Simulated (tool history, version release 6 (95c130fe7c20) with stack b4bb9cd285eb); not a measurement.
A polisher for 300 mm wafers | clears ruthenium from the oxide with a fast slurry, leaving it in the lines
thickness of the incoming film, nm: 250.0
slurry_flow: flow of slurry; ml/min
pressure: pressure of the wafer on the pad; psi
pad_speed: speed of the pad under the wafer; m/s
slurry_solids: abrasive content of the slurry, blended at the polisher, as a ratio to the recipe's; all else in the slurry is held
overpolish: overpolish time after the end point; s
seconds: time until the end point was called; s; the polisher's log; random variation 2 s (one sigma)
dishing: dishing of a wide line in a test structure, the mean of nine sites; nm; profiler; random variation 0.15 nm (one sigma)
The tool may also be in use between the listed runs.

run	day	slurry_flow	pressure	pad_speed	slurry_solids	overpolish	seconds	dishing
1	0	260	2.6	0.86	1	22	65.605	60.447
2	0.042	260	2.6	1.06	1	22	53.232	72.567
3	0.217	260	2.6	1.06	1	28	52.898	86.945
4	0.317	260	2.6	0.9	1	28	61.038	77.214
5	0.354	260	3.2	0.9	1	28	51.694	88.043
6	0.654	195	3.2	0.9	1	28	54.212	83.733

Forecast run 7:
7	0.942	180	2.9	0.74	0.85	21	?	?

seconds: 75.031 s
dishing: 49.86 nm
